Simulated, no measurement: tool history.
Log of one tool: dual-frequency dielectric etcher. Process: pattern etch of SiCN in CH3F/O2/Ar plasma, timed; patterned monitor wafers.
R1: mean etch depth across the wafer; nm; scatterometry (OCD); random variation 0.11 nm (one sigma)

{"run": 1, "hour": 0.0, "source power (W)": 460, "bias power (W)": 64, "etch time (s)": 56, "R1": 21.563}
{"run": 2, "hour": 7.1, "source power (W)": 500, "bias power (W)": 65, "etch time (s)": 56, "R1": 22.483}
{"run": 3, "hour": 8.4, "source power (W)": 420, "bias power (W)": 65, "etch time (s)": 56, "R1": 21.016}
{"run": 4, "hour": 11.4, "source power (W)": 420, "bias power (W)": 58, "etch time (s)": 56, "R1": 19.831}
{"run": 5, "hour": 20.3, "source power (W)": 420, "bias power (W)": 65, "etch time (s)": 56, "R1": 21.171}
{"run": 6, "hour": 23.1, "source power (W)": 380, "bias power (W)": 65, "etch time (s)": 56, "R1": 20.418}
{"run": 7, "hour": 24.0, "source power (W)": 380, "bias power (W)": 65, "etch time (s)": 56, "R1": 20.426}
{"run": 8, "hour": 32.8, "source power (W)": 480, "bias power (W)": 69, "etch time (s)": 56, "R1": 22.97}
{"run": 9, "hour": 39.0, "source power (W)": 500, "bias power (W)": 69, "etch time (s)": 56, "R1": 23.233}
{"run": 10, "hour": 39.9, "source power (W)": 520, "bias power (W)": 69, "etch time (s)": 56, "R1": 23.406}

Run 11 comes next. What will it give?
{"run": 11, "hour": 44.1, "source power (W)": 610, "bias power (W)": 71, "etch time (s)": 56, "R1": "?"}

Run 11 gave R1 25.204 nm.
